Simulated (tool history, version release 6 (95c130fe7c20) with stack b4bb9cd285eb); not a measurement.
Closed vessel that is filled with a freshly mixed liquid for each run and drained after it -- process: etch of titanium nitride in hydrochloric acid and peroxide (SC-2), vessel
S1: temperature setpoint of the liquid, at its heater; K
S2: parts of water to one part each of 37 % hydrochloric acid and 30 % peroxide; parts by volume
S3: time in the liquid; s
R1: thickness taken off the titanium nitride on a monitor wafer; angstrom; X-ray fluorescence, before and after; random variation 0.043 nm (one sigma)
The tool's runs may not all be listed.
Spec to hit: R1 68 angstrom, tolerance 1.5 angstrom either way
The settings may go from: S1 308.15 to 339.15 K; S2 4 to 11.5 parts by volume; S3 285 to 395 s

run	hour	S1	S2	S3	R1
1	0	323.15	6.5	395	108.79
2	2.8	321.65	6.5	395	98.313
3	5.8	325.15	6.5	395	125.43
4	11.5	323.15	6.5	395	109.19
5	16.1	327.65	6.5	395	145.71
6	21.5	325.15	6.5	395	123.87
7	28.6	323.15	6.5	395	109.13
8	34.4	321.65	6.5	395	98.843
9	38.4	320.15	6.5	395	88.691
10	41.8	319.15	6.5	395	82.416
11	49.2	318.65	6.5	395	79.131
12	50.9	318.15	6.5	395	75.976
13	57.1	317.65	6.5	395	74.091
14	60.6	317.15	6.5	395	71.236
15	63.4	316.65	6.5	395	69.795

Below are 4 possible settings for the next run. Only one of them brings all results inside the allowed miss of their targets. Which is it?
A	66.2	316.65	5.5	340	?
B	66.2	317.65	6.5	385	?
C	66.2	318.15	7	355	?
D	66.2	317.15	5	330	?

move	R1
A	67.952
B	72.8
C	65.639
D	73.177
A: meets every target
B: further off than the last run
C: the result that was furthest off in the last run now lies on the other side of its target
D: further off than the last run
A is the move that brings every result within its allowed miss.
